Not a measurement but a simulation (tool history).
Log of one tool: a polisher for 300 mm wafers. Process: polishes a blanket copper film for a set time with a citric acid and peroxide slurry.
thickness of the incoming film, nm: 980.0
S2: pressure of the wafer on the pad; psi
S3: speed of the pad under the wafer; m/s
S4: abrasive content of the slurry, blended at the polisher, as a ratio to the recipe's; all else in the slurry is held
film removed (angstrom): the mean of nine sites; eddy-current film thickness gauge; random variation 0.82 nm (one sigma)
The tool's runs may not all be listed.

run 1 hour=0.0 | flow_of_slurry_(ml/min)=140 S2=3.6 S3=1.12 S4=1.0 polishing_time_(s)=17 | film_removed_(angstrom)=550.13
run 2 hour=3.8 | flow_of_slurry_(ml/min)=150 S2=4.2 S3=1.12 S4=1.0 polishing_time_(s)=17 | film_removed_(angstrom)=649.07
run 3 hour=5.2 | flow_of_slurry_(ml/min)=150 S2=4.2 S3=0.90 S4=1.0 polishing_time_(s)=17 | film_removed_(angstrom)=553.70
run 4 hour=12.7 | flow_of_slurry_(ml/min)=160 S2=4.7 S3=0.94 S4=1.0 polishing_time_(s)=17 | film_removed_(angstrom)=646.88
run 5 hour=20.4 | flow_of_slurry_(ml/min)=165 S2=5.0 S3=1.00 S4=1.0 polishing_time_(s)=17 | film_removed_(angstrom)=714.47
run 6 hour=25.9 | flow_of_slurry_(ml/min)=165 S2=5.0 S3=1.00 S4=1.0 polishing_time_(s)=17 | film_removed_(angstrom)=719.30

Run 7 comes next. What will it give?
run 7 hour=34.2 | flow_of_slurry_(ml/min)=165 S2=5.2 S3=1.06 S4=1.0 polishing_time_(s)=17 | film_removed_(angstrom)=?

film removed (angstrom): 774.62
